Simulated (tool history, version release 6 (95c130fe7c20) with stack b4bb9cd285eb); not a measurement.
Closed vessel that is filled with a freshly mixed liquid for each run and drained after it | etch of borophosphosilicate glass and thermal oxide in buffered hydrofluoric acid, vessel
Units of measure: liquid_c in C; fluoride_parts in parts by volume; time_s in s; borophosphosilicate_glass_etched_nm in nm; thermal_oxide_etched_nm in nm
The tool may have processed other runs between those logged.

| run | hour | liquid_c | fluoride_parts | time_s | borophosphosilicate_glass_etched_nm | thermal_oxide_etched_nm |
|---|---|---|---|---|---|---|
| 1 | 0 | 23 | 21.5 | 60 | 58.645 | 29.249 |
| 2 | 7.5 | 24.5 | 21.5 | 60 | 64.153 | 31.505 |
| 3 | 14 | 24.5 | 21.5 | 40 | 42.016 | 21.035 |
| 4 | 18.9 | 24.5 | 15.5 | 40 | 57.527 | 28.476 |
| 5 | 20 | 24.5 | 15.5 | 30 | 42.924 | 21.488 |
| 6 | 24.3 | 26.5 | 14.5 | 30 | 51.436 | 25.475 |

Run 7, settings as shown, results not yet in. Your forecast:
| 7 | 31.6 | 27.5 | 13.5 | 30 | ? | ? |

borophosphosilicate_glass_etched_nm: 58.131 nm
thermal_oxide_etched_nm: 29.096 nm

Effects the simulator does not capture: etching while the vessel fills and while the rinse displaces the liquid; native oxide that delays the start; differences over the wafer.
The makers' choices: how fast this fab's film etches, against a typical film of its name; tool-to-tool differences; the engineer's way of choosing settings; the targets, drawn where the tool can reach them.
